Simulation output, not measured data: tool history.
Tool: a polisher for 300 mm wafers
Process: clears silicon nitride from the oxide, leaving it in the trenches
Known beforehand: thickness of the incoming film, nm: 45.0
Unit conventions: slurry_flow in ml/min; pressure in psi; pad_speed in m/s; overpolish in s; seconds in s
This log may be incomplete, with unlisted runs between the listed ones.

{"run": 1, "day": 0.0, "slurry_flow": 190, "pressure": 1.6, "pad_speed": 1.2, "overpolish": 3, "seconds": 70.998}
{"run": 2, "day": 0.254, "slurry_flow": 190, "pressure": 1.6, "pad_speed": 1.2, "overpolish": 3, "seconds": 71.326}
{"run": 3, "day": 0.442, "slurry_flow": 185, "pressure": 1.4, "pad_speed": 1.2, "overpolish": 3, "seconds": 79.442}
{"run": 4, "day": 0.812, "slurry_flow": 185, "pressure": 1.4, "pad_speed": 1.2, "overpolish": 3, "seconds": 80.934}
{"run": 5, "day": 0.921, "slurry_flow": 180, "pressure": 1.2, "pad_speed": 1.2, "overpolish": 3, "seconds": 89.88}
{"run": 6, "day": 1.242, "slurry_flow": 180, "pressure": 1.2, "pad_speed": 1.2, "overpolish": 3, "seconds": 88.341}

Run 7, settings as shown, results not yet in. Your forecast:
{"run": 7, "day": 1.396, "slurry_flow": 180, "pressure": 1.1, "pad_speed": 1.16, "overpolish": 3, "seconds": "?"}

{"run 7": {"seconds": 100.44}}
